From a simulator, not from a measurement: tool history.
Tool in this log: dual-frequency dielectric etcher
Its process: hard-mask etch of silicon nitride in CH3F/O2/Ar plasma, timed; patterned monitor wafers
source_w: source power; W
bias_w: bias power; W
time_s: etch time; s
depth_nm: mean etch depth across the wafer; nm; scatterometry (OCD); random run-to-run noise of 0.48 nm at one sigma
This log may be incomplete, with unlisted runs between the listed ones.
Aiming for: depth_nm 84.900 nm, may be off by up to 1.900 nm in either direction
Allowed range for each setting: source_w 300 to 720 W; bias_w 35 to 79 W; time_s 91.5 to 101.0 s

| run | hour | source_w | bias_w | time_s | depth_nm |
|---|---|---|---|---|---|
| 1 | 0.0 | 510 | 57 | 101.0 | 74.245 |
| 2 | 0.8 | 510 | 65 | 101.0 | 76.478 |
| 3 | 1.5 | 520 | 65 | 101.0 | 78.172 |
| 4 | 4.3 | 550 | 65 | 101.0 | 81.061 |
| 5 | 6.6 | 550 | 60 | 101.0 | 78.532 |
| 6 | 7.8 | 550 | 60 | 101.0 | 78.618 |
| 7 | 11.5 | 560 | 60 | 101.0 | 79.231 |
| 8 | 18.2 | 570 | 60 | 101.0 | 80.479 |

Consider the 5 candidate settings below. Which is the only one whose results all fall within their allowed miss of target?
| A | 24.9 | 610 | 61 | 97.0 | ? |
| B | 24.9 | 620 | 58 | 98.0 | ? |
| C | 24.9 | 590 | 59 | 101.0 | ? |
| D | 24.9 | 610 | 54 | 94.5 | ? |
| E | 24.9 | 710 | 62 | 95.0 | ? |

| move | depth_nm |
|---|---|
| A | 80.048 |
| B | 80.524 |
| C | 81.159 |
| D | 75.601 |
| E | 85.226 |
A: lands further from the targets than the last run did
B: neither nearer nor further off than the last run
C: moves toward the targets from the last run without getting all of them in spec
D: lands further from the targets than the last run did
E: all results in spec
Correct choice: E, which meets every target
